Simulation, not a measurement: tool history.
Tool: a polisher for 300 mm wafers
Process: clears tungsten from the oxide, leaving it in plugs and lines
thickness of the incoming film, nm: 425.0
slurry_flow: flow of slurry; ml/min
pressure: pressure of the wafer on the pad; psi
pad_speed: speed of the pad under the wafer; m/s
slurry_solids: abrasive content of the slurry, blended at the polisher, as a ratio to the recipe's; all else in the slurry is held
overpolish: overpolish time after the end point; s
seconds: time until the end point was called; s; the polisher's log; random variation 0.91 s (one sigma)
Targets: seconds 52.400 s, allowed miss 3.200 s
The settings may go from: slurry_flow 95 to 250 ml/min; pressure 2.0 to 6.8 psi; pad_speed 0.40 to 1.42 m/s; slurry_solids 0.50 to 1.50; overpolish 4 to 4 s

run 1 hour=0.0 | slurry_flow=160 pressure=4.4 pad_speed=0.90 slurry_solids=1.00 overpolish=4 | seconds=75.351
run 2 hour=1.8 | slurry_flow=185 pressure=4.4 pad_speed=0.90 slurry_solids=1.00 overpolish=4 | seconds=74.220
run 3 hour=6.6 | slurry_flow=215 pressure=4.4 pad_speed=0.90 slurry_solids=1.00 overpolish=4 | seconds=72.480
run 4 hour=15.4 | slurry_flow=215 pressure=4.4 pad_speed=1.00 slurry_solids=1.00 overpolish=4 | seconds=69.352
run 5 hour=23.0 | slurry_flow=215 pressure=4.9 pad_speed=1.00 slurry_solids=1.00 overpolish=4 | seconds=60.792
run 6 hour=30.5 | slurry_flow=190 pressure=4.9 pad_speed=1.00 slurry_solids=1.00 overpolish=4 | seconds=62.161
run 7 hour=39.4 | slurry_flow=190 pressure=5.0 pad_speed=1.00 slurry_solids=1.00 overpolish=4 | seconds=60.814
run 8 hour=46.0 | slurry_flow=190 pressure=5.1 pad_speed=1.00 slurry_solids=1.00 overpolish=4 | seconds=58.473
run 9 hour=52.8 | slurry_flow=190 pressure=5.2 pad_speed=1.00 slurry_solids=1.00 overpolish=4 | seconds=58.844
run 10 hour=56.3 | slurry_flow=190 pressure=5.3 pad_speed=1.00 slurry_solids=1.00 overpolish=4 | seconds=58.113
run 11 hour=60.5 | slurry_flow=190 pressure=5.4 pad_speed=1.00 slurry_solids=1.00 overpolish=4 | seconds=56.430

Which of these 5 next moves meets every target?
run A hour=64.7 | slurry_flow=190 pressure=5.5 pad_speed=1.08 slurry_solids=1.00 overpolish=4 | seconds=?
run B hour=64.7 | slurry_flow=165 pressure=6.2 pad_speed=0.70 slurry_solids=1.10 overpolish=4 | seconds=?
run C hour=64.7 | slurry_flow=140 pressure=6.5 pad_speed=0.76 slurry_solids=0.85 overpolish=4 | seconds=?
run D hour=64.7 | slurry_flow=165 pressure=4.9 pad_speed=1.08 slurry_solids=1.00 overpolish=4 | seconds=?
run E hour=64.7 | slurry_flow=100 pressure=5.5 pad_speed=1.02 slurry_solids=1.00 overpolish=4 | seconds=?

move=A seconds=52.084
move=B seconds=59.500
move=C seconds=58.164
move=D seconds=59.083
move=E seconds=57.541
A: meets every target
B: further off than the last run
C: further off than the last run
D: further off than the last run
E: further off than the last run
Answer: A
